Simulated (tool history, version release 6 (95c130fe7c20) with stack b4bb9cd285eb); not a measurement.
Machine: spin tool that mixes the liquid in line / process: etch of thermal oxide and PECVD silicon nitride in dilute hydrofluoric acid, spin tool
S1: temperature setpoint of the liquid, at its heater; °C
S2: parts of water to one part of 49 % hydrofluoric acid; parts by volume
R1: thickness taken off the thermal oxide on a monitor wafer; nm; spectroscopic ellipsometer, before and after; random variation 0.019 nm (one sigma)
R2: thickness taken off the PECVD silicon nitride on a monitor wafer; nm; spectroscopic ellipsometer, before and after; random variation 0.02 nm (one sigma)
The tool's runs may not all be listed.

Run 1, hour 0: S1 25 °C, S2 265 parts by volume, time under the liquid (s) 180. Result: R1 2.8204 nm, R2 1.2985 nm.
Run 2, hour 2.8: S1 21.5 °C, S2 265 parts by volume, time under the liquid (s) 180. Result: R1 2.4703 nm, R2 1.0222 nm.
Run 3, hour 4.1: S1 21 °C, S2 265 parts by volume, time under the liquid (s) 180. Result: R1 2.3891 nm, R2 0.9228 nm.
Run 4, hour 7.9: S1 21 °C, S2 265 parts by volume, time under the liquid (s) 120. Result: R1 1.6115 nm, R2 0.65203 nm.
Run 5, hour 16.9: S1 21 °C, S2 265 parts by volume, time under the liquid (s) 60. Result: R1 0.81854 nm, R2 0.32754 nm.
Run 6, hour 24.3: S1 17.5 °C, S2 265 parts by volume, time under the liquid (s) 60. Result: R1 0.69495 nm, R2 0.26887 nm.

Forecast run 7:
Run 7, hour 28.3: S1 19.5 °C, S2 250 parts by volume, time under the liquid (s) 55. Result: R1 ?, R2 ?.

{"run 7": {"R1": 0.74774, "R2": 0.27393}}

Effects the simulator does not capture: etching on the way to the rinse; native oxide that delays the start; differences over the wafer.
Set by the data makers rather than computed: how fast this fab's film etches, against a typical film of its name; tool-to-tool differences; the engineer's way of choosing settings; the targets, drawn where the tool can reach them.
